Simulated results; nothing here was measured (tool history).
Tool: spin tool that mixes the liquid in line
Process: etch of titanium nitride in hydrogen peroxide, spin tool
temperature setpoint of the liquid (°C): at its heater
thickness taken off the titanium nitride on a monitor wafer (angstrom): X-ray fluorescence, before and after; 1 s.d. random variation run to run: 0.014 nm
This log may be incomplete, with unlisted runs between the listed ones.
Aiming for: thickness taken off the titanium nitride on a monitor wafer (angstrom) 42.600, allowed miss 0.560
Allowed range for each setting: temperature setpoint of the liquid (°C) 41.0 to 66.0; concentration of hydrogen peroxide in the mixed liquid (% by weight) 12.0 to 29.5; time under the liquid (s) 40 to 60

run	hour	temperature setpoint of the liquid (°C)	concentration of hydrogen peroxide in the mixed liquid (% by weight)	time under the liquid (s)	thickness taken off the titanium nitride on a monitor wafer (angstrom)
1	0.0	57.0	20.0	60	26.961
2	3.7	59.5	20.0	60	31.697
3	5.7	59.5	17.5	60	31.002
4	12.0	60.5	17.5	60	33.154
5	16.1	60.5	13.5	60	31.312
6	25.2	60.5	16.0	60	32.422
7	25.9	61.5	16.0	60	34.704
8	32.6	62.5	16.0	60	36.980
9	36.5	63.0	16.0	60	38.108
10	40.9	63.5	16.0	60	39.497
11	45.1	64.0	16.0	60	40.981

Below are 5 possible settings for the next run. Only one of them brings all results inside the allowed miss of their targets. Which is it?
A	49.3	63.5	18.0	60	?
B	49.3	65.0	12.5	60	?
C	49.3	63.0	18.0	60	?
D	49.3	63.0	18.5	60	?
E	49.3	64.5	16.5	60	?

move	thickness taken off the titanium nitride on a monitor wafer (angstrom)
A	40.853
B	41.787
C	39.514
D	39.745
E	42.857
A: its largest miss is bigger than the last run's
B: better than the last run, though not everything is in spec
C: its largest miss is bigger than the last run's
D: its largest miss is bigger than the last run's
E: each result inside its tolerance
E is the move that brings every result within its allowed miss.

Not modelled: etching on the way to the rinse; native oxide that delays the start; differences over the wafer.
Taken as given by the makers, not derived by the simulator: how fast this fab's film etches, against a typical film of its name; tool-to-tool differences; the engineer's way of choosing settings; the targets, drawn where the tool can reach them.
